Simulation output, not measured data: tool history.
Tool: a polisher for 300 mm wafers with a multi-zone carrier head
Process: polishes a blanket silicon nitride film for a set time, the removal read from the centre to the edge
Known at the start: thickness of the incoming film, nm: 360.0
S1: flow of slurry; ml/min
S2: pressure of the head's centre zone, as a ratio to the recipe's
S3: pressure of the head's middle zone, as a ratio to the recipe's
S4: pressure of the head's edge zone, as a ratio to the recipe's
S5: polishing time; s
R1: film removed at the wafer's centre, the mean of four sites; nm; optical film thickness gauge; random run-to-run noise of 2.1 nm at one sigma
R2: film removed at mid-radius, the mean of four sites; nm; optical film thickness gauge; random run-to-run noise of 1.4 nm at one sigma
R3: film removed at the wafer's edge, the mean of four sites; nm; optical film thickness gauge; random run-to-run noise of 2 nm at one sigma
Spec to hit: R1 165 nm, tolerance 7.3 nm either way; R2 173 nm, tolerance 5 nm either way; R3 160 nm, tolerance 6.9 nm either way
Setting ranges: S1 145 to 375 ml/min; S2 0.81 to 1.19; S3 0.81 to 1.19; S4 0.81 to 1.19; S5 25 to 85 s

run    day   S1    S2    S3    S4  S5      R1      R2      R3
  1      0  240     1     1     1  55  140.68  141.56  133.46
  2  0.279  190     1     1     1  55  134.49  133.91  129.83
  3  0.346  245     1     1     1  55  143.67  143.51  138.31
  4  0.662  245  1.08     1     1  55  149.18  141.38  136.97
  5  0.717  215  1.08     1     1  55  145.93  138.09   131.6
  6  1.021  235  1.08  1.02  1.01  55  148.89   143.5  134.68
  7    1.1  255  1.07  1.03  1.03  55  153.89  144.94  137.41
  8  1.254  270  1.04  1.03  1.03  56  147.57  147.62   140.6
  9  1.558  280  1.04  1.04  1.03  57  150.52  154.08  144.15
 10  1.621  290  1.04  1.04  1.03  58  155.64  155.56   148.3

Below are 4 possible settings for the next run. Only one of them brings all results inside the allowed miss of their targets. Which is it?
  A  1.683  290  1.08  1.05  0.96  58   ?   ?   ?
  B  1.683  335     1  1.05  1.04  63   ?   ?   ?
  C  1.683  325     1  0.83  0.97  63   ?   ?   ?
  D  1.683  290  0.97  1.09  1.07  58   ?   ?   ?

move      R1      R2      R3
   A  162.46  158.85  142.47
   B  165.79  174.98  162.46
   C  165.04  143.42  157.28
   D  145.84  164.07     150
A: moves toward the targets from the last run without getting all of them in spec
B: hits every target within its allowed miss
C: moves away from the targets compared with the last run
D: moves toward the targets from the last run without getting all of them in spec
The right move is B.
